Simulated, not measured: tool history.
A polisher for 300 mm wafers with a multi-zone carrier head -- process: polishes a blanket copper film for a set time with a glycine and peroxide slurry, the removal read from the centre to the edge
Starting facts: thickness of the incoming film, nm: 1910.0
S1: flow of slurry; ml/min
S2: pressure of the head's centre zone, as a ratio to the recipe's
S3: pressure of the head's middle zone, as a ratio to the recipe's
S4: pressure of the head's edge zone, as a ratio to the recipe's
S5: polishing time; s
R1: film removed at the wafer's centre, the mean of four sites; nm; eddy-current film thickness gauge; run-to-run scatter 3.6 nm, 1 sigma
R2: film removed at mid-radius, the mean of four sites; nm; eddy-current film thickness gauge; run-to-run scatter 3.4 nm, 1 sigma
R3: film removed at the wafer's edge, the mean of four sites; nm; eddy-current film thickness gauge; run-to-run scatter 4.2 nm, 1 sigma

run,hour,S1,S2,S3,S4,S5,R1,R2,R3
1,0.0,230,1.00,1.00,1.00,88,434.84,427.48,460.15
2,5.7,230,0.98,1.01,1.01,88,432.33,434.59,454.41
3,11.0,230,0.98,0.95,1.01,88,427.85,412.27,464.14
4,18.1,230,0.94,0.95,1.01,88,409.80,410.43,462.45
5,21.9,235,0.92,0.96,1.02,88,402.75,418.15,462.13
6,25.8,260,0.92,0.96,1.02,88,408.28,424.53,472.22

What will run 7 give?
7,31.4,265,0.91,0.97,1.02,88,?,?,?

For run 7 the tool returned R1 401.66 nm, R2 429.05 nm, R3 468.15 nm.
